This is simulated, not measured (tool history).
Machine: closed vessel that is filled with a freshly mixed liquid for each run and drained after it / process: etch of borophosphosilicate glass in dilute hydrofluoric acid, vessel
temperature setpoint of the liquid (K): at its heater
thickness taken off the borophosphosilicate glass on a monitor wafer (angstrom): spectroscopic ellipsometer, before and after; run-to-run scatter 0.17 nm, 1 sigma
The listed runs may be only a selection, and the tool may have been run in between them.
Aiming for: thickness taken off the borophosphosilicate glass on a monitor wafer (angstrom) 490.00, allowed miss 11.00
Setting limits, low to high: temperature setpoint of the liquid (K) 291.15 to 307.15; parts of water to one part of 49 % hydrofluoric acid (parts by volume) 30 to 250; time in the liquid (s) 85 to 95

run,hour,temperature setpoint of the liquid (K),parts of water to one part of 49 % hydrofluoric acid (parts by volume),time in the liquid (s),thickness taken off the borophosphosilicate glass on a monitor wafer (angstrom)
1,0.0,299.15,140,85,282.49
2,8.4,301.15,130,85,331.85
3,10.8,303.15,130,85,357.31
4,14.6,303.15,130,95,403.05
5,22.1,304.15,125,95,434.94
6,24.4,305.15,125,95,450.94
7,26.1,305.65,125,95,458.89
8,30.2,306.15,125,95,469.21
9,33.9,306.65,125,95,477.39

Exactly one of the 5 candidate moves below puts every result within its allowed miss. Which one?
A,37.6,306.15,115,90,?
B,37.6,306.15,115,95,?
C,37.6,307.15,130,95,?
D,37.6,307.15,120,95,?
E,37.6,298.65,100,95,?

move,thickness taken off the borophosphosilicate glass on a monitor wafer (angstrom)
A,486.27
B,513.29
C,460.18
D,506.00
E,454.79
A: all results land within tolerance of their targets
B: carries the result that was furthest off beyond its target, to the other side
C: misses by more than the last run did
D: carries the result that was furthest off beyond its target, to the other side
E: misses by more than the last run did
A meets every target.

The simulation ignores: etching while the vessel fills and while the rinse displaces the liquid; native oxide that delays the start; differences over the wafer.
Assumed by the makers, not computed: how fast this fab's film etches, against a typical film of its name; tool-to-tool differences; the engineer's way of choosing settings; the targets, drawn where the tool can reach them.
